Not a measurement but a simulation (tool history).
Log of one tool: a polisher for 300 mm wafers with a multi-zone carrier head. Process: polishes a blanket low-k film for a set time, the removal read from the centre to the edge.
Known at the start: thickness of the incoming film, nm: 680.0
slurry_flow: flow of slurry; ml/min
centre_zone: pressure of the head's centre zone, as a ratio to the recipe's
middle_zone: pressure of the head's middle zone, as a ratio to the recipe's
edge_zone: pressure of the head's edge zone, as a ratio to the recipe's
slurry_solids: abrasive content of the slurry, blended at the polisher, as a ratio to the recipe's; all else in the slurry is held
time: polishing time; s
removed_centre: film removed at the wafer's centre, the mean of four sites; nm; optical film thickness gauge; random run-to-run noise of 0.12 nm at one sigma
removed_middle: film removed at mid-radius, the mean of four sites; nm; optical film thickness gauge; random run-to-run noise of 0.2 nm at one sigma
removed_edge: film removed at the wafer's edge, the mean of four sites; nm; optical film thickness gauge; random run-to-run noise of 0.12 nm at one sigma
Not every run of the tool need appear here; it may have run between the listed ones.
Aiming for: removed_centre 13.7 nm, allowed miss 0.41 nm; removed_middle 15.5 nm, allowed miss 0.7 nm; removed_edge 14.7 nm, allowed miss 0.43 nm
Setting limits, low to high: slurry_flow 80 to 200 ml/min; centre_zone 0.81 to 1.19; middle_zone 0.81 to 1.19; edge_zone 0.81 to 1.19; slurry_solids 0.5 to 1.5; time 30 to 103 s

Run 1, hour 0: slurry_flow 130 ml/min, centre_zone 1, middle_zone 1, edge_zone 1, slurry_solids 1, time 66 s. Result: removed_centre 20.528 nm, removed_middle 20.61 nm, removed_edge 21.027 nm.
Run 2, hour 3.6: slurry_flow 125 ml/min, centre_zone 0.99, middle_zone 1, edge_zone 0.98, slurry_solids 0.95, time 66 s. Result: removed_centre 19.537 nm, removed_middle 20.35 nm, removed_edge 20.064 nm.
Run 3, hour 8.9: slurry_flow 120 ml/min, centre_zone 0.98, middle_zone 0.98, edge_zone 0.96, slurry_solids 0.9, time 66 s. Result: removed_centre 18.663 nm, removed_middle 19.212 nm, removed_edge 19.039 nm.
Run 4, hour 15.9: slurry_flow 120 ml/min, centre_zone 0.98, middle_zone 0.98, edge_zone 1, slurry_solids 0.9, time 66 s. Result: removed_centre 18.588 nm, removed_middle 19.266 nm, removed_edge 19.381 nm.
Run 5, hour 22.1: slurry_flow 120 ml/min, centre_zone 0.98, middle_zone 1.06, edge_zone 1, slurry_solids 0.9, time 66 s. Result: removed_centre 18.32 nm, removed_middle 20.596 nm, removed_edge 19.534 nm.
Run 6, hour 28.6: slurry_flow 120 ml/min, centre_zone 1.04, middle_zone 1.06, edge_zone 1, slurry_solids 0.9, time 66 s. Result: removed_centre 19.723 nm, removed_middle 20.327 nm, removed_edge 19.461 nm.
Run 7, hour 36.9: slurry_flow 120 ml/min, centre_zone 1.04, middle_zone 1.06, edge_zone 1, slurry_solids 0.9, time 66 s. Result: removed_centre 19.685 nm, removed_middle 20.32 nm, removed_edge 19.534 nm.
Run 8, hour 38: slurry_flow 115 ml/min, centre_zone 1.02, middle_zone 1.04, edge_zone 0.98, slurry_solids 0.85, time 66 s. Result: removed_centre 18.545 nm, removed_middle 19.426 nm, removed_edge 18.553 nm.
Run 9, hour 40.8: slurry_flow 110 ml/min, centre_zone 1, middle_zone 1.02, edge_zone 0.97, slurry_solids 0.8, time 66 s. Result: removed_centre 17.416 nm, removed_middle 17.972 nm, removed_edge 17.572 nm.
Run 10, hour 42.8: slurry_flow 105 ml/min, centre_zone 0.98, middle_zone 1.02, edge_zone 0.95, slurry_solids 0.8, time 66 s. Result: removed_centre 16.748 nm, removed_middle 17.682 nm, removed_edge 17.626 nm.
Run 11, hour 49.1: slurry_flow 105 ml/min, centre_zone 0.97, middle_zone 1.02, edge_zone 0.94, slurry_solids 0.75, time 66 s. Result: removed_centre 15.951 nm, removed_middle 16.996 nm, removed_edge 16.668 nm.
Run 12, hour 52.2: slurry_flow 105 ml/min, centre_zone 0.96, middle_zone 1.02, edge_zone 0.92, slurry_solids 0.75, time 66 s. Result: removed_centre 15.843 nm, removed_middle 16.938 nm, removed_edge 16.623 nm.
Run 13, hour 60.4: slurry_flow 105 ml/min, centre_zone 0.95, middle_zone 1.03, edge_zone 0.91, slurry_solids 0.75, time 66 s. Result: removed_centre 15.531 nm, removed_middle 16.741 nm, removed_edge 16.417 nm.
Run 14, hour 68.8: slurry_flow 105 ml/min, centre_zone 0.95, middle_zone 1.04, edge_zone 0.9, slurry_solids 0.75, time 66 s. Result: removed_centre 15.53 nm, removed_middle 17.547 nm, removed_edge 16.226 nm.

Exactly one of the 5 candidate moves below puts every result within its allowed miss. Which one?
Run A, hour 77.2: slurry_flow 105 ml/min, centre_zone 0.93, middle_zone 1.03, edge_zone 0.88, slurry_solids 0.8, time 57 s. Result: removed_centre ?, removed_middle ?, removed_edge ?.
Run B, hour 77.2: slurry_flow 80 ml/min, centre_zone 0.81, middle_zone 0.95, edge_zone 1, slurry_solids 0.75, time 70 s. Result: removed_centre ?, removed_middle ?, removed_edge ?.
Run C, hour 77.2: slurry_flow 115 ml/min, centre_zone 0.91, middle_zone 1.03, edge_zone 0.85, slurry_solids 0.8, time 52 s. Result: removed_centre ?, removed_middle ?, removed_edge ?.
Run D, hour 77.2: slurry_flow 95 ml/min, centre_zone 0.84, middle_zone 1.06, edge_zone 0.92, slurry_solids 0.7, time 66 s. Result: removed_centre ?, removed_middle ?, removed_edge ?.
Run E, hour 77.2: slurry_flow 105 ml/min, centre_zone 0.86, middle_zone 1.19, edge_zone 0.9, slurry_solids 0.9, time 53 s. Result: removed_centre ?, removed_middle ?, removed_edge ?.

move  removed_centre  removed_middle  removed_edge
   A          13.753          15.342        14.546
   B          12.859          15.612        16.977
   C          12.595          14.317        13.333
   D           12.76          16.232        15.354
   E          12.695           17.33        14.585
A: all results in spec
B: pushes the last run's worst result past its target
C: pushes the last run's worst result past its target
D: pushes the last run's worst result past its target
E: pushes the last run's worst result past its target
The right move is A.

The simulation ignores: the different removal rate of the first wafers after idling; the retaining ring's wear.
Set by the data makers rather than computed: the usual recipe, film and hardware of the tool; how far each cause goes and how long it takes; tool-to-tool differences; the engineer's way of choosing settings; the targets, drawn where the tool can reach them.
